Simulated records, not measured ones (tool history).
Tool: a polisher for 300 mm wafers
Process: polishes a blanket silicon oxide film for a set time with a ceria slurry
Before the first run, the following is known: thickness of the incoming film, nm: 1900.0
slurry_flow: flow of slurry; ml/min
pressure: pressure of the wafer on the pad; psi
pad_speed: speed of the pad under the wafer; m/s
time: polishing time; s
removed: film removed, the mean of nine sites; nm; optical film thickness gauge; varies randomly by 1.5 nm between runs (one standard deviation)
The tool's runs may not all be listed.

run 1 hour=0 | slurry_flow=160 pressure=2.9 pad_speed=0.88 time=67 | removed=217.11
run 2 hour=1.8 | slurry_flow=160 pressure=2.9 pad_speed=0.72 time=67 | removed=176.64
run 3 hour=7 | slurry_flow=185 pressure=2.9 pad_speed=0.72 time=67 | removed=179.38
run 4 hour=8.9 | slurry_flow=185 pressure=2.8 pad_speed=0.72 time=67 | removed=172.94
run 5 hour=14.5 | slurry_flow=185 pressure=2.8 pad_speed=0.58 time=67 | removed=140.96
run 6 hour=22.1 | slurry_flow=185 pressure=2.3 pad_speed=0.58 time=67 | removed=123.89
run 7 hour=31 | slurry_flow=185 pressure=2.4 pad_speed=0.58 time=67 | removed=130.57

Estimate the outcome of run 8 from the log above:
run 8 hour=37.2 | slurry_flow=185 pressure=2.5 pad_speed=0.58 time=67 | removed=?

Run 8 came out at removed 132.71 nm.
